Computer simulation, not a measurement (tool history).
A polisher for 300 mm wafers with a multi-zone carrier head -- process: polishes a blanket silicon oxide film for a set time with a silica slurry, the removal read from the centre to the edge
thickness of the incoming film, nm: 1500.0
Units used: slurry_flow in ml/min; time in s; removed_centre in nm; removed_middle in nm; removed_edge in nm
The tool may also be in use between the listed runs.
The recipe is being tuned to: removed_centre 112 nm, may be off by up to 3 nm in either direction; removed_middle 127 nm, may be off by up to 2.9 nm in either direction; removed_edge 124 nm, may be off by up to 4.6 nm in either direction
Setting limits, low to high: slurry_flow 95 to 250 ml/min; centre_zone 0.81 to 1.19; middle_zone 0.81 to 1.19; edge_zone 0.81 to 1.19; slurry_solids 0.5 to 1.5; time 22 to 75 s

{"run": 1, "day": 0.0, "slurry_flow": 160, "centre_zone": 1, "middle_zone": 1, "edge_zone": 1, "slurry_solids": 1, "time": 48, "removed_centre": 86.465, "removed_middle": 85.31, "removed_edge": 84.438}
{"run": 2, "day": 0.275, "slurry_flow": 165, "centre_zone": 0.99, "middle_zone": 1.02, "edge_zone": 1.03, "slurry_solids": 1.1, "time": 48, "removed_centre": 90.118, "removed_middle": 91.354, "removed_edge": 89.669}
{"run": 3, "day": 0.65, "slurry_flow": 170, "centre_zone": 0.98, "middle_zone": 1.03, "edge_zone": 1.05, "slurry_solids": 1.15, "time": 48, "removed_centre": 91.486, "removed_middle": 95.158, "removed_edge": 93.926}
{"run": 4, "day": 0.692, "slurry_flow": 200, "centre_zone": 0.98, "middle_zone": 1.03, "edge_zone": 1.05, "slurry_solids": 1.15, "time": 48, "removed_centre": 94.951, "removed_middle": 98.115, "removed_edge": 96.535}
{"run": 5, "day": 0.712, "slurry_flow": 205, "centre_zone": 0.98, "middle_zone": 1.04, "edge_zone": 1.07, "slurry_solids": 1.2, "time": 48, "removed_centre": 97.367, "removed_middle": 100.58, "removed_edge": 98.836}
{"run": 6, "day": 0.871, "slurry_flow": 205, "centre_zone": 0.97, "middle_zone": 1.05, "edge_zone": 1.09, "slurry_solids": 1.25, "time": 48, "removed_centre": 98.518, "removed_middle": 105.46, "removed_edge": 101.6}
{"run": 7, "day": 1.083, "slurry_flow": 210, "centre_zone": 0.96, "middle_zone": 1.05, "edge_zone": 1.11, "slurry_solids": 1.3, "time": 48, "removed_centre": 100.31, "removed_middle": 106.35, "removed_edge": 103.21}
{"run": 8, "day": 1.446, "slurry_flow": 210, "centre_zone": 0.95, "middle_zone": 1.05, "edge_zone": 1.12, "slurry_solids": 1.35, "time": 49, "removed_centre": 103.44, "removed_middle": 109.44, "removed_edge": 106.86}
{"run": 9, "day": 1.496, "slurry_flow": 215, "centre_zone": 0.94, "middle_zone": 1.05, "edge_zone": 1.13, "slurry_solids": 1.35, "time": 50, "removed_centre": 103.04, "removed_middle": 112.69, "removed_edge": 109.73}
{"run": 10, "day": 1.746, "slurry_flow": 215, "centre_zone": 0.94, "middle_zone": 1.05, "edge_zone": 1.14, "slurry_solids": 1.35, "time": 50, "removed_centre": 103.79, "removed_middle": 112.21, "removed_edge": 109.79}
{"run": 11, "day": 1.879, "slurry_flow": 215, "centre_zone": 0.94, "middle_zone": 1.05, "edge_zone": 1.14, "slurry_solids": 1.35, "time": 50, "removed_centre": 103.5, "removed_middle": 112.96, "removed_edge": 110.57}

Below are 4 possible settings for the next run. Only one of them brings all results inside the allowed miss of their targets. Which is it?
{"run": "A", "day": 2.012, "slurry_flow": 250, "centre_zone": 0.88, "middle_zone": 1.01, "edge_zone": 1.07, "slurry_solids": 1.5, "time": 54, "removed_centre": "?", "removed_middle": "?", "removed_edge": "?"}
{"run": "B", "day": 2.012, "slurry_flow": 210, "centre_zone": 1.1, "middle_zone": 1.04, "edge_zone": 1.09, "slurry_solids": 1.4, "time": 44, "removed_centre": "?", "removed_middle": "?", "removed_edge": "?"}
{"run": "C", "day": 2.012, "slurry_flow": 230, "centre_zone": 0.96, "middle_zone": 0.89, "edge_zone": 1.16, "slurry_solids": 1.3, "time": 54, "removed_centre": "?", "removed_middle": "?", "removed_edge": "?"}
{"run": "D", "day": 2.012, "slurry_flow": 235, "centre_zone": 1.01, "middle_zone": 1.19, "edge_zone": 0.97, "slurry_solids": 1.5, "time": 48, "removed_centre": "?", "removed_middle": "?", "removed_edge": "?"}

move=A removed_centre=112.41 removed_middle=125.98 removed_edge=123.96
move=B removed_centre=106.25 removed_middle=99.966 removed_edge=97.236
move=C removed_centre=113.18 removed_middle=105.71 removed_edge=119.78
move=D removed_centre=112.26 removed_middle=127.81 removed_edge=105.51
A: every result lands within tolerance
B: lands further from the targets than the last run did
C: lands further from the targets than the last run did
D: meets the target for the result that was furthest off, but another lies outside its allowed miss
The move that meets every target is A.

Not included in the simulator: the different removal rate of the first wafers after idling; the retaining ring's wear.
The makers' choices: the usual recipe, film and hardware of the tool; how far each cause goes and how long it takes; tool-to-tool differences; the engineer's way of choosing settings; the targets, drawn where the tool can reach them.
